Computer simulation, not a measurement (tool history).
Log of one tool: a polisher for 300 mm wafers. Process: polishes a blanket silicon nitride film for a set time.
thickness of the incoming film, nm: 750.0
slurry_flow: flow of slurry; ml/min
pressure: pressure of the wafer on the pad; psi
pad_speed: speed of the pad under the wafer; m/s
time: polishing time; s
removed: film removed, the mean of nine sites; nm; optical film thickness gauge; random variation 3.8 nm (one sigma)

Run 1, day 0: slurry_flow 305 ml/min, pressure 2.7 psi, pad_speed 1.32 m/s, time 84 s. Result: removed 147.22 nm.
Run 2, day 0.146: slurry_flow 305 ml/min, pressure 3.1 psi, pad_speed 1.32 m/s, time 84 s. Result: removed 164.52 nm.
Run 3, day 0.262: slurry_flow 375 ml/min, pressure 3.1 psi, pad_speed 1.32 m/s, time 84 s. Result: removed 165.12 nm.
Run 4, day 0.4: slurry_flow 375 ml/min, pressure 3.1 psi, pad_speed 1.14 m/s, time 84 s. Result: removed 149.12 nm.
Run 5, day 0.708: slurry_flow 375 ml/min, pressure 3.1 psi, pad_speed 1.14 m/s, time 84 s. Result: removed 146.62 nm.
Run 6, day 0.929: slurry_flow 410 ml/min, pressure 3.1 psi, pad_speed 1.14 m/s, time 84 s. Result: removed 147.81 nm.
Run 7, day 1.258: slurry_flow 410 ml/min, pressure 3.2 psi, pad_speed 1.22 m/s, time 84 s. Result: removed 164.77 nm.
Run 8, day 1.479: slurry_flow 410 ml/min, pressure 3.3 psi, pad_speed 1.26 m/s, time 84 s. Result: removed 171.96 nm.
Run 9, day 1.642: slurry_flow 410 ml/min, pressure 3.4 psi, pad_speed 1.3 m/s, time 84 s. Result: removed 184.47 nm.

Forecast run 10:
Run 10, day 1.812: slurry_flow 410 ml/min, pressure 3.5 psi, pad_speed 1.34 m/s, time 84 s. Result: removed ?.

{"run 10": {"removed": 189.84}}
